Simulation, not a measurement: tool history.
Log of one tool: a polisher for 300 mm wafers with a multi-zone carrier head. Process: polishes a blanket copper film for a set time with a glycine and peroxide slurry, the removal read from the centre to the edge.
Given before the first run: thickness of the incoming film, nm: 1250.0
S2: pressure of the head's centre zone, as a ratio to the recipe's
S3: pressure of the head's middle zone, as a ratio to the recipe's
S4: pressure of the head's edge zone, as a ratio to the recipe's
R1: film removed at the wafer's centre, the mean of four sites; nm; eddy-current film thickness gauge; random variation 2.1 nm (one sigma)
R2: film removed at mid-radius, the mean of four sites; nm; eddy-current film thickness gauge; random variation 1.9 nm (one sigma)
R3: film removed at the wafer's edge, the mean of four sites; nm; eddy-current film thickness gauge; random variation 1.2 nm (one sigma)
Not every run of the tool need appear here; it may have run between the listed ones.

{"run": 1, "day": 0.0, "flow of slurry (ml/min)": 295, "S2": 1.0, "S3": 1.0, "S4": 1.0, "polishing time (s)": 54, "R1": 235.26, "R2": 228.99, "R3": 244.47}
{"run": 2, "day": 0.358, "flow of slurry (ml/min)": 295, "S2": 1.0, "S3": 1.0, "S4": 1.0, "polishing time (s)": 49, "R1": 210.92, "R2": 207.66, "R3": 221.45}
{"run": 3, "day": 0.4, "flow of slurry (ml/min)": 295, "S2": 1.0, "S3": 1.0, "S4": 0.92, "polishing time (s)": 49, "R1": 210.72, "R2": 212.21, "R3": 213.72}
{"run": 4, "day": 0.562, "flow of slurry (ml/min)": 295, "S2": 1.0, "S3": 1.0, "S4": 0.92, "polishing time (s)": 40, "R1": 168.13, "R2": 170.82, "R3": 173.03}
{"run": 5, "day": 0.825, "flow of slurry (ml/min)": 295, "S2": 1.0, "S3": 1.05, "S4": 0.92, "polishing time (s)": 40, "R1": 170.66, "R2": 179.83, "R3": 174.49}
{"run": 6, "day": 0.933, "flow of slurry (ml/min)": 250, "S2": 1.0, "S3": 1.05, "S4": 0.92, "polishing time (s)": 40, "R1": 168.64, "R2": 176.07, "R3": 171.82}

What does the tool deliver on the next run?
{"run": 7, "day": 1.175, "flow of slurry (ml/min)": 250, "S2": 0.98, "S3": 1.03, "S4": 0.94, "polishing time (s)": 40, "R1": "?", "R2": "?", "R3": "?"}

{"run 7": {"R1": 168.69, "R2": 169.39, "R3": 174.3}}
